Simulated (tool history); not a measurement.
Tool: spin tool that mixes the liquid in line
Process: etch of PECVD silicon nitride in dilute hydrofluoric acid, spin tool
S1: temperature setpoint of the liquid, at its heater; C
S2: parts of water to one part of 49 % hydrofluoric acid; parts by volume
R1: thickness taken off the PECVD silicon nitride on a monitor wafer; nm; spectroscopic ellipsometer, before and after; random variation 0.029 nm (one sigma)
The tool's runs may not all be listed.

{"run": 1, "day": 0.0, "S1": 21.0, "S2": 235, "time under the liquid (s)": 260, "R1": 2.0778}
{"run": 2, "day": 0.246, "S1": 20.5, "S2": 250, "time under the liquid (s)": 260, "R1": 1.8811}
{"run": 3, "day": 0.471, "S1": 20.0, "S2": 260, "time under the liquid (s)": 260, "R1": 1.7977}
{"run": 4, "day": 0.5, "S1": 20.0, "S2": 180, "time under the liquid (s)": 260, "R1": 2.5266}
{"run": 5, "day": 0.717, "S1": 21.5, "S2": 180, "time under the liquid (s)": 260, "R1": 2.7572}
{"run": 6, "day": 0.817, "S1": 20.5, "S2": 205, "time under the liquid (s)": 260, "R1": 2.313}
{"run": 7, "day": 1.175, "S1": 20.0, "S2": 225, "time under the liquid (s)": 260, "R1": 2.0423}
{"run": 8, "day": 1.379, "S1": 19.5, "S2": 240, "time under the liquid (s)": 260, "R1": 1.8588}
{"run": 9, "day": 1.671, "S1": 19.0, "S2": 255, "time under the liquid (s)": 260, "R1": 1.6242}
{"run": 10, "day": 1.879, "S1": 18.5, "S2": 260, "time under the liquid (s)": 260, "R1": 1.5653}
{"run": 11, "day": 1.925, "S1": 18.0, "S2": 265, "time under the liquid (s)": 260, "R1": 1.5934}
{"run": 12, "day": 2.058, "S1": 18.0, "S2": 275, "time under the liquid (s)": 260, "R1": 1.5333}
{"run": 13, "day": 2.254, "S1": 18.0, "S2": 285, "time under the liquid (s)": 260, "R1": 1.4735}

Run 14 comes next. What will it give?
{"run": 14, "day": 2.375, "S1": 18.0, "S2": 295, "time under the liquid (s)": 260, "R1": "?"}

Run 14 gave R1 1.4384 nm.
